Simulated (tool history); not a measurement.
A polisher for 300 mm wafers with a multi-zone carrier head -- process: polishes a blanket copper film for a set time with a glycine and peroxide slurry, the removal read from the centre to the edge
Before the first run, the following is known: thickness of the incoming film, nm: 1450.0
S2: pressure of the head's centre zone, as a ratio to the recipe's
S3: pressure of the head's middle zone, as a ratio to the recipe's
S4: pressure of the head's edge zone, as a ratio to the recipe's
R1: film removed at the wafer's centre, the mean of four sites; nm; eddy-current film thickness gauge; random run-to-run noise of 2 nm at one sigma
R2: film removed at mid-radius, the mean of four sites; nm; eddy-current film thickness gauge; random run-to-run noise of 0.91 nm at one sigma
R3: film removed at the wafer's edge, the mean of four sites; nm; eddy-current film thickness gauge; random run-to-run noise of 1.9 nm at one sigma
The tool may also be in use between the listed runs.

run 1 hour=0.0 | flow_of_slurry_(ml/min)=280 S2=1.00 S3=1.00 S4=1.00 polishing_time_(s)=45 | R1=239.27 R2=246.06 R3=240.90
run 2 hour=3.1 | flow_of_slurry_(ml/min)=240 S2=1.00 S3=1.00 S4=1.00 polishing_time_(s)=45 | R1=234.42 R2=238.99 R3=231.85
run 3 hour=6.0 | flow_of_slurry_(ml/min)=225 S2=0.99 S3=0.98 S4=0.98 polishing_time_(s)=40 | R1=201.07 R2=206.17 R3=204.46
run 4 hour=13.1 | flow_of_slurry_(ml/min)=225 S2=0.94 S3=0.98 S4=0.98 polishing_time_(s)=40 | R1=197.10 R2=208.24 R3=204.81
run 5 hour=18.6 | flow_of_slurry_(ml/min)=270 S2=0.94 S3=0.98 S4=0.98 polishing_time_(s)=40 | R1=202.86 R2=211.09 R3=208.18
run 6 hour=21.4 | flow_of_slurry_(ml/min)=270 S2=0.94 S3=0.98 S4=0.98 polishing_time_(s)=31 | R1=156.65 R2=164.22 R3=158.47
run 7 hour=28.2 | flow_of_slurry_(ml/min)=270 S2=0.95 S3=0.97 S4=0.97 polishing_time_(s)=30 | R1=154.64 R2=156.98 R3=154.61
run 8 hour=36.9 | flow_of_slurry_(ml/min)=265 S2=0.94 S3=0.92 S4=0.87 polishing_time_(s)=24 | R1=120.12 R2=120.23 R3=118.49
run 9 hour=42.0 | flow_of_slurry_(ml/min)=270 S2=0.95 S3=0.93 S4=0.89 polishing_time_(s)=24 | R1=123.32 R2=121.61 R3=121.67
run 10 hour=50.2 | flow_of_slurry_(ml/min)=275 S2=0.96 S3=0.94 S4=0.90 polishing_time_(s)=24 | R1=120.74 R2=123.38 R3=122.09

Run 11 comes next. What will it give?
run 11 hour=52.4 | flow_of_slurry_(ml/min)=275 S2=0.99 S3=0.94 S4=0.91 polishing_time_(s)=25 | R1=? R2=? R3=?

{"run 11": {"R1": 130.21, "R2": 127.86, "R3": 126.99}}
